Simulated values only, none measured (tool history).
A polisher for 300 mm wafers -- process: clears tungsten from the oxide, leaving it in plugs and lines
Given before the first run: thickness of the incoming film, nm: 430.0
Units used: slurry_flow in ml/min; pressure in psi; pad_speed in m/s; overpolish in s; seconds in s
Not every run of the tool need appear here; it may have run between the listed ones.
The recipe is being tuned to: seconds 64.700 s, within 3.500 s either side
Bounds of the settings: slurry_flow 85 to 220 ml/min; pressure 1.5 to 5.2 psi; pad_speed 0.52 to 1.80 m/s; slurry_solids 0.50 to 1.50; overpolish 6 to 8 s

run 1 hour=0.0 | slurry_flow=140 pressure=3.3 pad_speed=1.16 slurry_solids=1.00 overpolish=8 | seconds=82.786
run 2 hour=6.3 | slurry_flow=115 pressure=3.3 pad_speed=1.16 slurry_solids=1.00 overpolish=8 | seconds=87.453
run 3 hour=12.2 | slurry_flow=140 pressure=3.3 pad_speed=1.16 slurry_solids=1.00 overpolish=8 | seconds=81.072
run 4 hour=19.2 | slurry_flow=145 pressure=3.4 pad_speed=1.16 slurry_solids=1.00 overpolish=8 | seconds=77.549
run 5 hour=21.5 | slurry_flow=150 pressure=3.4 pad_speed=1.16 slurry_solids=1.00 overpolish=8 | seconds=75.556
run 6 hour=28.7 | slurry_flow=150 pressure=3.0 pad_speed=1.16 slurry_solids=1.00 overpolish=8 | seconds=86.911
run 7 hour=32.2 | slurry_flow=155 pressure=3.1 pad_speed=1.16 slurry_solids=1.00 overpolish=8 | seconds=86.054
run 8 hour=36.3 | slurry_flow=155 pressure=3.2 pad_speed=1.16 slurry_solids=1.00 overpolish=8 | seconds=82.545
run 9 hour=39.9 | slurry_flow=155 pressure=3.3 pad_speed=1.16 slurry_solids=1.00 overpolish=8 | seconds=80.135
run 10 hour=41.7 | slurry_flow=155 pressure=3.4 pad_speed=1.16 slurry_solids=1.00 overpolish=8 | seconds=80.599
run 11 hour=48.8 | slurry_flow=155 pressure=3.5 pad_speed=1.16 slurry_solids=1.00 overpolish=8 | seconds=76.833
run 12 hour=56.3 | slurry_flow=155 pressure=3.6 pad_speed=1.16 slurry_solids=1.00 overpolish=8 | seconds=72.418
run 13 hour=60.1 | slurry_flow=160 pressure=3.8 pad_speed=1.16 slurry_solids=1.00 overpolish=8 | seconds=70.392

Which of these 4 next moves meets every target?
run A hour=63.9 | slurry_flow=165 pressure=3.6 pad_speed=1.12 slurry_solids=0.85 overpolish=7 | seconds=?
run B hour=63.9 | slurry_flow=150 pressure=3.6 pad_speed=1.12 slurry_solids=1.00 overpolish=8 | seconds=?
run C hour=63.9 | slurry_flow=185 pressure=4.3 pad_speed=1.02 slurry_solids=0.85 overpolish=8 | seconds=?
run D hour=63.9 | slurry_flow=165 pressure=3.6 pad_speed=1.34 slurry_solids=1.00 overpolish=6 | seconds=?

move=A seconds=79.054
move=B seconds=76.894
move=C seconds=71.468
move=D seconds=63.511
A: misses by more than the last run did
B: misses by more than the last run did
C: misses by more than the last run did
D: each result inside its tolerance
D meets every target.
